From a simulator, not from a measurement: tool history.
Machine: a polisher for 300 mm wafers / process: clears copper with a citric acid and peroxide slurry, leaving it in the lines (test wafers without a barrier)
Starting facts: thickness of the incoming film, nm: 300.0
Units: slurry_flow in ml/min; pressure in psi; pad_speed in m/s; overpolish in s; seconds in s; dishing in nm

run,hour,slurry_flow,pressure,pad_speed,slurry_solids,overpolish,seconds,dishing
1,0.0,210,2.3,1.22,1.0,12,150.41,17.1270
2,1.4,210,2.3,1.22,0.8,12,157.91,16.0760
3,10.2,210,2.8,1.22,0.8,12,129.38,19.8110
4,17.9,210,3.1,1.22,0.8,12,117.11,22.0470
5,20.7,210,3.1,1.06,0.8,12,130.99,18.7220
6,21.5,210,3.1,1.06,0.8,16,136.05,24.8980
7,30.1,215,2.9,1.04,0.8,14,146.69,20.3630
8,31.8,215,2.8,1.02,0.8,12,153.81,16.5810
9,37.7,215,2.8,1.02,0.8,12,150.31,17.3370
10,40.5,215,2.8,1.02,0.8,12,157.66,16.6540
11,44.2,215,2.7,1.02,0.8,10,158.91,13.8150

The next listed run, before its measurement:
12,47.6,215,2.4,1.02,0.8,7,?,?

Logged for run 12: seconds 178.65 s, dishing 8.6603 nm.
